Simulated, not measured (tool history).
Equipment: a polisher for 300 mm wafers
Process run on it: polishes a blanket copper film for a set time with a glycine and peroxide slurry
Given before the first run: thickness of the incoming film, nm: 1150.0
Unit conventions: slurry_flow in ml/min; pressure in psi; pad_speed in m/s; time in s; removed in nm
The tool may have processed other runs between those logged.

run 1 hour=0 | slurry_flow=235 pressure=3.4 pad_speed=1.26 time=32 | removed=244.19
run 2 hour=2.3 | slurry_flow=235 pressure=2.9 pad_speed=1.24 time=32 | removed=213.82
run 3 hour=4.4 | slurry_flow=195 pressure=2.9 pad_speed=1.24 time=32 | removed=205.05
run 4 hour=12.9 | slurry_flow=195 pressure=2.9 pad_speed=1.24 time=28 | removed=182.19
run 5 hour=15.9 | slurry_flow=195 pressure=2.9 pad_speed=1.24 time=28 | removed=181.21
run 6 hour=20.2 | slurry_flow=190 pressure=2.7 pad_speed=1.24 time=28 | removed=167.09
run 7 hour=26 | slurry_flow=185 pressure=2.6 pad_speed=1.24 time=28 | removed=164.03
run 8 hour=33.7 | slurry_flow=180 pressure=2.5 pad_speed=1.24 time=28 | removed=163.36
run 9 hour=37.8 | slurry_flow=175 pressure=2.4 pad_speed=1.24 time=28 | removed=151.1

Predict the results of run 10:
run 10 hour=39.1 | slurry_flow=170 pressure=2.4 pad_speed=1.24 time=28 | removed=?

removed: 156.36 nm
